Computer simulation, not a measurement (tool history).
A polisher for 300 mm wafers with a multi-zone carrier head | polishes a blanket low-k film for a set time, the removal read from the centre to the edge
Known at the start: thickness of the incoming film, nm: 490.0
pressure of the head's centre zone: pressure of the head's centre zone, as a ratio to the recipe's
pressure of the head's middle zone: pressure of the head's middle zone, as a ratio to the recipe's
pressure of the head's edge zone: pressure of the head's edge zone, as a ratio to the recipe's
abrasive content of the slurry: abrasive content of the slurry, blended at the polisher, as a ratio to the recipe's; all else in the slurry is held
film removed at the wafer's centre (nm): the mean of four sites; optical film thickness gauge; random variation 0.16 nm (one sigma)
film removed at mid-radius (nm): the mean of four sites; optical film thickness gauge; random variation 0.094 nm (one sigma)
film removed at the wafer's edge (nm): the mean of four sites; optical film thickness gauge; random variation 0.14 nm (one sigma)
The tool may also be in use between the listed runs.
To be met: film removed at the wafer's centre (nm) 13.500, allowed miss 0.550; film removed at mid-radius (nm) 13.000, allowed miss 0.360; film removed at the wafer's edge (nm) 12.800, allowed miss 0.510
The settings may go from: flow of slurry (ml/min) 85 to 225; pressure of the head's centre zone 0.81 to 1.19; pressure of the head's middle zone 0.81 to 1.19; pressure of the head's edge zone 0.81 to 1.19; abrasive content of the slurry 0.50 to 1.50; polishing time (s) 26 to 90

run  hour  flow of slurry (ml/min)  pressure of the head's centre zone  pressure of the head's middle zone  pressure of the head's edge zone  abrasive content of the slurry  polishing time (s)  film removed at the wafer's centre (nm)  film removed at mid-radius (nm)  film removed at the wafer's edge (nm)
  1   0.0                      145                                1.00                                1.00                              1.00                            1.00                  58                                   14.657                           15.093                                 14.857
  2   3.6                      140                                1.00                                0.99                              0.98                            1.00                  58                                   14.220                           15.108                                 14.797
  3  12.6                      140                                1.08                                0.99                              0.98                            1.00                  58                                   15.565                           14.926                                 14.769
  4  19.6                      140                                1.08                                0.99                              0.98                            1.00                  64                                   17.012                           16.431                                 16.282
  5  22.0                      140                                1.02                                0.99                              0.98                            1.00                  64                                   16.312                           16.592                                 15.864
  6  30.5                      140                                1.08                                0.99                              0.98                            1.00                  64                                   17.282                           16.753                                 16.362
  7  37.8                      135                                1.07                                0.97                              0.96                            0.95                  64                                   16.353                           15.377                                 15.536
  8  39.8                      130                                1.06                                0.97                              0.94                            0.95                  64                                   16.186                           15.445                                 15.244
  9  45.6                      125                                1.05                                0.96                              0.92                            0.95                  64                                   16.122                           15.359                                 15.169
 10  48.3                      125                                1.04                                0.95                              0.91                            0.90                  64                                   15.460                           14.962                                 14.659

4 next moves are on the table. One of them brings every result within its allowed miss. Which?
  A  51.0                      115                                0.93                                0.97                              0.93                            0.95                  55                                        ?                                ?                                      ?
  B  51.0                      110                                1.10                                1.01                              0.95                            0.80                  59                                        ?                                ?                                      ?
  C  51.0                      160                                1.01                                0.99                              0.88                            0.70                  64                                        ?                                ?                                      ?
  D  51.0                      125                                0.98                                0.95                              0.99                            0.90                  59                                        ?                                ?                                      ?

move  film removed at the wafer's centre (nm)  film removed at mid-radius (nm)  film removed at the wafer's edge (nm)
   A                                   12.217                           13.121                                 13.142
   B                                   13.859                           13.106                                 12.848
   C                                   13.636                           13.665                                 12.918
   D                                   13.599                           13.621                                 14.248
A: brings the result that was furthest off to its target, and leaves another outside
B: meets every target
C: nearer than the last run, and not there yet
D: nearer than the last run, and not there yet
Answer: B

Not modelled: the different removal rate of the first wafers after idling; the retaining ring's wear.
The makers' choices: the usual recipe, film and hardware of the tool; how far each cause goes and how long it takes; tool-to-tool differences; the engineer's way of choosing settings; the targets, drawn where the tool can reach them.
